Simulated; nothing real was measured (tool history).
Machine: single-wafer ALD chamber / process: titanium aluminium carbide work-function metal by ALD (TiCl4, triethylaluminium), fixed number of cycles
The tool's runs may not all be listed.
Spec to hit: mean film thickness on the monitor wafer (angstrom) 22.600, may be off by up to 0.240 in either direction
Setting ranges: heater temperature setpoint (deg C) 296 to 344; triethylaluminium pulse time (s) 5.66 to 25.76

| run | hour | heater temperature setpoint (deg C) | triethylaluminium pulse time (s) | mean film thickness on the monitor wafer (angstrom) |
|---|---|---|---|---|
| 1 | 0.0 | 320 | 15.71 | 23.683 |
| 2 | 5.7 | 326 | 15.71 | 24.296 |
| 3 | 7.6 | 321 | 15.33 | 23.747 |
| 4 | 16.2 | 317 | 15.05 | 23.338 |
| 5 | 17.8 | 325 | 15.05 | 24.214 |
| 6 | 23.0 | 325 | 12.83 | 23.911 |
| 7 | 27.0 | 321 | 12.45 | 23.421 |
| 8 | 31.0 | 319 | 12.25 | 23.297 |
| 9 | 36.4 | 317 | 12.04 | 22.940 |
| 10 | 39.7 | 316 | 11.96 | 23.000 |

Of the 5 settings listed for the next run, only one would bring every result within its allowed miss of target. Which one?
| A | 43.0 | 318 | 12.22 | ? |
| B | 43.0 | 312 | 12.35 | ? |
| C | 43.0 | 327 | 8.62 | ? |
| D | 43.0 | 319 | 19.06 | ? |
| E | 43.0 | 324 | 9.86 | ? |

| move | mean film thickness on the monitor wafer (angstrom) |
|---|---|
| A | 23.191 |
| B | 22.610 |
| C | 23.396 |
| D | 23.751 |
| E | 23.400 |
A: misses by more than the last run did
B: all results in spec
C: misses by more than the last run did
D: misses by more than the last run did
E: misses by more than the last run did
The right move is B.

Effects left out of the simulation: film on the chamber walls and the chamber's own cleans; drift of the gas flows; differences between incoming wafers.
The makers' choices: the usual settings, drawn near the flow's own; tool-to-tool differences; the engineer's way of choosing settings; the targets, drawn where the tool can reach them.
